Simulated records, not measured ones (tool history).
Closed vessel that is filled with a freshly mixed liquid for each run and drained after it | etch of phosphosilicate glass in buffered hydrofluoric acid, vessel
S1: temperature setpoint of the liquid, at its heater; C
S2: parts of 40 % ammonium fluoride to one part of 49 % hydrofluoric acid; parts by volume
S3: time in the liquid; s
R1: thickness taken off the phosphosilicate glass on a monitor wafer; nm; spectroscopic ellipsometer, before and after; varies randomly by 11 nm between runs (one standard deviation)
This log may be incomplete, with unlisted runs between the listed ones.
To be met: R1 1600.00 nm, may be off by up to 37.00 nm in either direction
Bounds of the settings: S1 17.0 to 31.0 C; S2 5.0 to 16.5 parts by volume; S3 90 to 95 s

run  hour    S1    S2  S3       R1
  1   0.0  23.0  10.0  90   749.77
  2   6.3  23.0  10.0  95   791.09
  3  10.1  21.5  10.0  95   729.36
  4  17.1  21.5  10.0  95   722.13
  5  23.9  23.5  10.0  95   804.83
  6  27.6  25.0   9.0  95   935.81
  7  29.8  26.5   8.0  95  1168.60
  8  38.1  30.5   8.0  95  1407.00
  9  41.8  30.5   7.5  95  1529.50

Next run, 5 choices. One meets every target within its allowed miss, the rest don't. Which?
  A  45.5  28.0  6.0  95   ?
  B  45.5  31.0  7.0  90   ?
  C  45.5  31.0  6.5  90   ?
  D  45.5  30.5  6.5  90   ?
  E  45.5  31.0  7.0  95   ?

move       R1
   A  1674.40
   B  1625.00
   C  1732.70
   D  1688.20
   E  1715.30
A: moves the result that the last run missed by most past its target, out the other side
B: every result lands within tolerance
C: moves the result that the last run missed by most past its target, out the other side
D: moves the result that the last run missed by most past its target, out the other side
E: moves the result that the last run missed by most past its target, out the other side
Move B is the one to make.
